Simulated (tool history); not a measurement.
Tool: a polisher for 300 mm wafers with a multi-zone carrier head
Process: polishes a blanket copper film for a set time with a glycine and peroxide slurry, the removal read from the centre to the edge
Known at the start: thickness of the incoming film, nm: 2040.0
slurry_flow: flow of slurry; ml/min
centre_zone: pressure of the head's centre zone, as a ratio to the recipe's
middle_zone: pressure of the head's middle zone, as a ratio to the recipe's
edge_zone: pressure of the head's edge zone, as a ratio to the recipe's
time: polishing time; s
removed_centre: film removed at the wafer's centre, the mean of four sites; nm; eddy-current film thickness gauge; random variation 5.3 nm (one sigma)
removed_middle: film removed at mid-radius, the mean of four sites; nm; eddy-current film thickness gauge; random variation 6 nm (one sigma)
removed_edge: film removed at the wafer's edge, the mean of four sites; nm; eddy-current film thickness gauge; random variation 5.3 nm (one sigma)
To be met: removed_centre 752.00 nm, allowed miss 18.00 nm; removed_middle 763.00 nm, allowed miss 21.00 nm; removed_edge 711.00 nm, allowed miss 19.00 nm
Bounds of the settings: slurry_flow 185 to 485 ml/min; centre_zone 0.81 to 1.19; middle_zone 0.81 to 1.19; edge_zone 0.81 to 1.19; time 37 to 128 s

run,hour,slurry_flow,centre_zone,middle_zone,edge_zone,time,removed_centre,removed_middle,removed_edge
1,0.0,310,1.00,1.00,1.00,82,524.27,511.65,534.63
2,3.7,310,1.00,1.00,0.92,82,519.35,524.99,509.25
3,12.6,320,1.02,1.03,0.95,86,563.47,558.26,539.24
4,15.9,325,1.02,1.05,0.97,90,590.99,595.96,568.43
5,24.5,325,1.02,1.02,0.97,90,584.15,574.52,579.28
6,26.9,325,1.02,1.02,0.97,97,643.44,641.01,616.16
7,28.9,330,1.03,1.04,0.99,98,645.35,641.80,633.37
8,33.2,335,1.04,1.06,1.00,100,668.46,665.62,645.23
9,38.5,340,1.05,1.08,1.01,101,680.30,680.64,652.76
10,42.8,345,1.06,1.09,1.02,102,698.17,712.24,668.01
11,44.2,355,1.07,1.10,1.03,102,701.73,707.90,672.51
12,47.7,360,1.08,1.11,1.04,103,713.24,723.45,686.06
13,52.9,365,1.09,1.12,1.04,103,716.43,718.81,685.75
14,54.9,370,1.10,1.13,1.04,103,732.37,734.97,676.57

Which of these 4 next moves meets every target?
A,56.9,340,1.12,1.17,1.11,105,?,?,?
B,56.9,345,1.05,1.12,1.07,100,?,?,?
C,56.9,410,1.14,1.18,0.96,99,?,?,?
D,56.9,315,1.12,1.02,1.02,107,?,?,?

move,removed_centre,removed_middle,removed_edge
A,756.24,768.18,712.37
B,681.94,706.75,667.14
C,736.73,741.04,633.02
D,763.57,694.07,693.39
A: meets every target
B: further off than the last run
C: further off than the last run
D: brings the result that was furthest off to its target, and leaves another outside
The right move is A.
